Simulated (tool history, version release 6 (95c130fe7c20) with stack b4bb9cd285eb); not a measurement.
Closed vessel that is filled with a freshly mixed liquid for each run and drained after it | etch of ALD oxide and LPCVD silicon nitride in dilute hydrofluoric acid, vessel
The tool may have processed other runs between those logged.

| run | day | temperature setpoint of the liquid (K) | parts of water to one part of 49 % hydrofluoric acid (parts by volume) | time in the liquid (s) | thickness taken off the ALD oxide on a monitor wafer (nm) | thickness taken off the LPCVD silicon nitride on a monitor wafer (nm) |
|---|---|---|---|---|---|---|
| 1 | 0.000 | 298.15 | 80 | 85 | 32.608 | 0.53110 |
| 2 | 0.321 | 299.65 | 80 | 85 | 34.004 | 0.54933 |
| 3 | 0.650 | 301.15 | 80 | 85 | 36.720 | 0.67115 |
| 4 | 0.912 | 301.15 | 95 | 85 | 29.983 | 0.51843 |
| 5 | 1.100 | 301.15 | 95 | 55 | 19.268 | 0.37183 |
| 6 | 1.333 | 304.15 | 95 | 55 | 21.717 | 0.46726 |
| 7 | 1.638 | 304.15 | 85 | 55 | 24.513 | 0.49789 |
| 8 | 1.729 | 304.65 | 75 | 55 | 29.128 | 0.50178 |

Expected results for the next run?
| 9 | 1.817 | 305.15 | 75 | 60 | ? | ? |

thickness taken off the ALD oxide on a monitor wafer (nm): 31.820
thickness taken off the LPCVD silicon nitride on a monitor wafer (nm): 0.59664

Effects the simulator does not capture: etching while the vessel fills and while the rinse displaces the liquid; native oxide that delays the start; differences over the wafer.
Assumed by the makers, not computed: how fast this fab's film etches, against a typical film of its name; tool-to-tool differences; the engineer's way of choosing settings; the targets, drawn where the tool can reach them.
